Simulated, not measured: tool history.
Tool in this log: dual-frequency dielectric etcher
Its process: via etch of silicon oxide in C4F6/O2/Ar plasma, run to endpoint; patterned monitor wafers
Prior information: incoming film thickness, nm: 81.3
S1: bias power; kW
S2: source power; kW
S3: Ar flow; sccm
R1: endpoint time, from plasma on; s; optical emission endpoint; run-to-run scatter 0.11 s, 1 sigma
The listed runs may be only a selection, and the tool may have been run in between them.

Run 1, hour 0: S1 0.618 kW, S2 0.29 kW, S3 235 sccm. Result: R1 20.077 s.
Run 2, hour 7.9: S1 0.618 kW, S2 0.34 kW, S3 235 sccm. Result: R1 18.66 s.
Run 3, hour 14.1: S1 0.618 kW, S2 0.36 kW, S3 235 sccm. Result: R1 18.398 s.
Run 4, hour 22.4: S1 0.576 kW, S2 0.35 kW, S3 237 sccm. Result: R1 18.774 s.
Run 5, hour 27.5: S1 0.546 kW, S2 0.33 kW, S3 240 sccm. Result: R1 19.672 s.
Run 6, hour 30.2: S1 0.448 kW, S2 0.33 kW, S3 240 sccm. Result: R1 20.81 s.
Run 7, hour 35.2: S1 0.448 kW, S2 0.33 kW, S3 240 sccm. Result: R1 20.749 s.
Run 8, hour 39.9: S1 0.372 kW, S2 0.29 kW, S3 249 sccm. Result: R1 23.086 s.

Run 9 has not been measured yet. What should we expect?
Run 9, hour 42.5: S1 0.377 kW, S2 0.29 kW, S3 249 sccm. Result: R1 ?.

Run 9 came out at R1 23.243 s.
